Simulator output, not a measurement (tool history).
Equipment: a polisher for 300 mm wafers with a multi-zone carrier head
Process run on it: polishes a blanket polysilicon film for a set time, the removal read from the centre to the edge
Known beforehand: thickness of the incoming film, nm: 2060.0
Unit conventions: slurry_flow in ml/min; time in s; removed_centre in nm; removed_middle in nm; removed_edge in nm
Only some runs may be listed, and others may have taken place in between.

Run 1, hour 0: slurry_flow 290 ml/min, centre_zone 1, middle_zone 1, edge_zone 1, time 82 s. Result: removed_centre 417.96 nm, removed_middle 417.5 nm, removed_edge 414.02 nm.
Run 2, hour 2.8: slurry_flow 245 ml/min, centre_zone 1, middle_zone 1, edge_zone 1, time 82 s. Result: removed_centre 412.67 nm, removed_middle 417.7 nm, removed_edge 415.28 nm.
Run 3, hour 8.1: slurry_flow 245 ml/min, centre_zone 1, middle_zone 0.94, edge_zone 1, time 82 s. Result: removed_centre 399.81 nm, removed_middle 395.32 nm, removed_edge 403.74 nm.
Run 4, hour 13.1: slurry_flow 245 ml/min, centre_zone 1, middle_zone 0.94, edge_zone 1.06, time 82 s. Result: removed_centre 407.19 nm, removed_middle 390.35 nm, removed_edge 419.6 nm.
Run 5, hour 19.2: slurry_flow 245 ml/min, centre_zone 0.91, middle_zone 0.94, edge_zone 1.06, time 82 s. Result: removed_centre 377.49 nm, removed_middle 395.68 nm, removed_edge 418.15 nm.
Run 6, hour 23.2: slurry_flow 250 ml/min, centre_zone 0.93, middle_zone 0.98, edge_zone 1.06, time 83 s. Result: removed_centre 389.3 nm, removed_middle 408.91 nm, removed_edge 426.95 nm.
Run 7, hour 29.8: slurry_flow 255 ml/min, centre_zone 0.95, middle_zone 1.01, edge_zone 1.05, time 84 s. Result: removed_centre 402.4 nm, removed_middle 435.48 nm, removed_edge 434.85 nm.
Run 8, hour 32.7: slurry_flow 260 ml/min, centre_zone 0.97, middle_zone 1.03, edge_zone 1.05, time 84 s. Result: removed_centre 405.22 nm, removed_middle 434.85 nm, removed_edge 431.24 nm.

Run 9 has not been measured yet. What should we expect?
Run 9, hour 40.5: slurry_flow 300 ml/min, centre_zone 1.07, middle_zone 1.13, edge_zone 1.05, time 92 s. Result: removed_centre ?, removed_middle ?, removed_edge ?.

{"run 9": {"removed_centre": 504.39, "removed_middle": 522.2, "removed_edge": 479.11}}
